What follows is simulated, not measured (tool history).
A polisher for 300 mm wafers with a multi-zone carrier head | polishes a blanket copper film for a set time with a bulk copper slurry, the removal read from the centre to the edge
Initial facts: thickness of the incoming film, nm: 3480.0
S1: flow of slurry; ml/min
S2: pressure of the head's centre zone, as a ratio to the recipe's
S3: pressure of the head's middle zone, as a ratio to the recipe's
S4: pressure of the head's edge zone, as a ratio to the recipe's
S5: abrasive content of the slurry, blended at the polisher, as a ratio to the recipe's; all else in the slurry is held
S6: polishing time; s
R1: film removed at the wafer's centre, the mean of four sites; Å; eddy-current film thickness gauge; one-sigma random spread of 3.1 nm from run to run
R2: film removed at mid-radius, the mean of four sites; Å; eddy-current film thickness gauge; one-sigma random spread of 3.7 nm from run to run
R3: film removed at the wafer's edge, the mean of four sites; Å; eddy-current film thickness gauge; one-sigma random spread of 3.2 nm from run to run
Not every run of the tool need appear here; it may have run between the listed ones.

run  hour   S1    S2    S3    S4    S5  S6      R1      R2      R3
  1   0.0  145  1.00  1.00  1.00  1.00  60  4142.4  4233.7  4360.8
  2   2.2  145  1.00  1.00  1.00  1.00  49  3450.7  3381.0  3672.6
  3   8.1  140  0.96  1.07  0.93  0.85  44  2891.7  3175.0  2980.5
  4  12.4  130  0.92  1.07  0.91  0.75  43  2605.3  3017.6  2854.4
  5  13.1  130  0.92  1.00  0.91  0.75  43  2605.1  2845.4  2852.4
  6  21.5  130  0.92  1.00  0.91  0.60  43  2551.4  2818.7  2738.6
  7  28.2  125  0.90  1.03  0.88  0.55  41  2343.1  2642.1  2493.6

Run 8 has not been measured yet. What should we expect?
  8  31.1  120  0.88  1.06  0.86  0.55  41   ?   ?   ?

Run 8 yielded R1 2288.4 Å, R2 2707.6 Å, R3 2511.8 Å.
